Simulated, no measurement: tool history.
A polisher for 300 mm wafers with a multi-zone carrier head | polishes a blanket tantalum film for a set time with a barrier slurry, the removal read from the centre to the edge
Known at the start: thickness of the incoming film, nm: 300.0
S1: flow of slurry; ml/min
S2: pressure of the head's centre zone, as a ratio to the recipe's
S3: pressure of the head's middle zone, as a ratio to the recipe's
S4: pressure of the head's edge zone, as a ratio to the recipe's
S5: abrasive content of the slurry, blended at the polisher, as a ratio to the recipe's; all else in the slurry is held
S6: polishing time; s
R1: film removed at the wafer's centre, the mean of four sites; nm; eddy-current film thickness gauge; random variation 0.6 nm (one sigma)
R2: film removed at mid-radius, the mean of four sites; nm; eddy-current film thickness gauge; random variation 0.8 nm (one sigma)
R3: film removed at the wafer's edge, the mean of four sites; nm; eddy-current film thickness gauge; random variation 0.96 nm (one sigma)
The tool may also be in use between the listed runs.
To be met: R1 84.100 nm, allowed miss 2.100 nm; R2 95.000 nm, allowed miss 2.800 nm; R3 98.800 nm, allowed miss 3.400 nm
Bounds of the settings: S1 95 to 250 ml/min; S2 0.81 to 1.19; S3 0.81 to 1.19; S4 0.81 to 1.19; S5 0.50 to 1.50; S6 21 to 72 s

Run 1, hour 0.0: S1 160 ml/min, S2 1.00, S3 1.00, S4 1.00, S5 1.00, S6 46 s. Result: R1 86.719 nm, R2 85.859 nm, R3 87.372 nm.
Run 2, hour 2.2: S1 160 ml/min, S2 1.00, S3 1.00, S4 1.06, S5 1.00, S6 46 s. Result: R1 86.550 nm, R2 87.124 nm, R3 90.951 nm.
Run 3, hour 3.7: S1 165 ml/min, S2 0.99, S3 1.01, S4 1.08, S5 1.00, S6 46 s. Result: R1 87.395 nm, R2 87.556 nm, R3 90.342 nm.
Run 4, hour 6.3: S1 165 ml/min, S2 0.99, S3 1.01, S4 1.08, S5 1.00, S6 41 s. Result: R1 78.302 nm, R2 78.254 nm, R3 81.038 nm.
Run 5, hour 15.1: S1 165 ml/min, S2 0.97, S3 1.02, S4 1.10, S5 1.10, S6 41 s. Result: R1 77.430 nm, R2 80.887 nm, R3 84.060 nm.
Run 6, hour 20.5: S1 165 ml/min, S2 0.97, S3 1.02, S4 1.10, S5 1.10, S6 47 s. Result: R1 89.064 nm, R2 93.738 nm, R3 97.815 nm.
Run 7, hour 27.0: S1 160 ml/min, S2 0.96, S3 1.03, S4 1.11, S5 1.10, S6 47 s. Result: R1 87.334 nm, R2 92.077 nm, R3 97.952 nm.
Run 8, hour 27.8: S1 160 ml/min, S2 0.95, S3 1.04, S4 1.11, S5 1.10, S6 47 s. Result: R1 88.216 nm, R2 93.687 nm, R3 95.750 nm.
Run 9, hour 29.5: S1 160 ml/min, S2 0.93, S3 1.04, S4 1.12, S5 1.15, S6 47 s. Result: R1 85.691 nm, R2 93.959 nm, R3 98.293 nm.

Which of these 4 next moves meets every target?
Run A, hour 31.2: S1 190 ml/min, S2 0.92, S3 0.98, S4 1.07, S5 0.90, S6 51 s. Result: R1 ?, R2 ?, R3 ?.
Run B, hour 31.2: S1 145 ml/min, S2 0.90, S3 0.99, S4 1.18, S5 1.35, S6 45 s. Result: R1 ?, R2 ?, R3 ?.
Run C, hour 31.2: S1 150 ml/min, S2 0.99, S3 1.05, S4 1.15, S5 1.10, S6 45 s. Result: R1 ?, R2 ?, R3 ?.
Run D, hour 31.2: S1 160 ml/min, S2 0.91, S3 1.04, S4 1.13, S5 1.25, S6 46 s. Result: R1 ?, R2 ?, R3 ?.

move      R1      R2      R3
   A  89.789  95.859  99.581
   B  80.860  89.389  98.103
   C  85.105  90.331  92.840
   D  83.992  95.548  97.742
A: further off than the last run
B: takes the result that was furthest off past its target
C: brings the result that was furthest off to its target, and leaves another outside
D: meets every target
The right move is D.
